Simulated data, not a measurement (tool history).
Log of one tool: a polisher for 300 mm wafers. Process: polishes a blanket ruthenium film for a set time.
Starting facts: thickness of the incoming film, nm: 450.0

run	day	flow of slurry (ml/min)	pressure of the wafer on the pad (psi)	speed of the pad under the wafer (cm/s)	polishing time (s)	film removed (angstrom)
1	0.000	305	1.5	88	30	186.25
2	0.246	340	1.5	88	30	193.41
3	0.575	330	1.4	88	30	178.37
4	0.662	325	1.3	88	30	165.04
5	0.917	320	1.3	88	30	163.00
6	1.262	310	1.3	88	30	163.74
7	1.379	305	1.3	88	30	164.74

The next listed run, before its measurement:
8	1.671	305	1.2	88	30	?

{"run 8": {"film removed (angstrom)": 153.36}}
